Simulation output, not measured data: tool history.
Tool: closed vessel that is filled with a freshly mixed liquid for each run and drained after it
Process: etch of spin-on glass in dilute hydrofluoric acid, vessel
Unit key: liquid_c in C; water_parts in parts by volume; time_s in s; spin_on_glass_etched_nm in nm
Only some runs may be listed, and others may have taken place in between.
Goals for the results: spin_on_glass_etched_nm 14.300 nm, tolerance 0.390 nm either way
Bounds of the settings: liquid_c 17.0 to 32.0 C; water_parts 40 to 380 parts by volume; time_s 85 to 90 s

run 1 day=0.000 | liquid_c=24.0 water_parts=210 time_s=85 | spin_on_glass_etched_nm=11.510
run 2 day=0.375 | liquid_c=24.0 water_parts=210 time_s=90 | spin_on_glass_etched_nm=11.998
run 3 day=0.738 | liquid_c=25.0 water_parts=210 time_s=90 | spin_on_glass_etched_nm=12.549
run 4 day=0.996 | liquid_c=26.0 water_parts=210 time_s=90 | spin_on_glass_etched_nm=13.140
run 5 day=1.300 | liquid_c=26.5 water_parts=210 time_s=90 | spin_on_glass_etched_nm=13.412
run 6 day=1.650 | liquid_c=27.0 water_parts=210 time_s=90 | spin_on_glass_etched_nm=13.504
run 7 day=1.954 | liquid_c=27.0 water_parts=210 time_s=90 | spin_on_glass_etched_nm=13.563
run 8 day=2.092 | liquid_c=27.5 water_parts=210 time_s=90 | spin_on_glass_etched_nm=13.734

4 next moves are on the table. One of them brings every result within its allowed miss. Which?
run A day=2.229 | liquid_c=25.0 water_parts=195 time_s=85 | spin_on_glass_etched_nm=?
run B day=2.229 | liquid_c=24.0 water_parts=175 time_s=85 | spin_on_glass_etched_nm=?
run C day=2.229 | liquid_c=27.5 water_parts=215 time_s=90 | spin_on_glass_etched_nm=?
run D day=2.229 | liquid_c=23.5 water_parts=195 time_s=90 | spin_on_glass_etched_nm=?

move=A spin_on_glass_etched_nm=12.931
move=B spin_on_glass_etched_nm=14.194
move=C spin_on_glass_etched_nm=13.283
move=D spin_on_glass_etched_nm=12.953
A: moves away from the targets compared with the last run
B: all results land within tolerance of their targets
C: moves away from the targets compared with the last run
D: moves away from the targets compared with the last run
B is the move that brings every result within its allowed miss.
